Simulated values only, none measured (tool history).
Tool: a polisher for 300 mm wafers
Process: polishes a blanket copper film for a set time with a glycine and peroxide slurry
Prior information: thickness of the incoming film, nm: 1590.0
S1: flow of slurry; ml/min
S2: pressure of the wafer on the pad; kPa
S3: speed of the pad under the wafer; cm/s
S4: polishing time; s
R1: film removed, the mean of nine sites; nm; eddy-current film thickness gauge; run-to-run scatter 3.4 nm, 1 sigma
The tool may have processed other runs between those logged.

run,day,S1,S2,S3,S4,R1
1,0,145,18.6,76,44,147.71
2,0.354,180,18.6,76,44,146.57
3,0.492,200,18.6,76,44,151.02
4,0.771,200,20,80,44,165.09
5,0.796,225,20,80,44,170.12
6,1.025,225,21.4,82,44,177.07
7,1.35,225,22.8,86,44,193.57
8,1.625,225,23.4,88,44,204.31
9,1.95,225,24.1,90,44,211.23

The next listed run, before its measurement:
10,2.062,225,24.8,92,44,?

Run 10 yielded R1 221.73 nm.
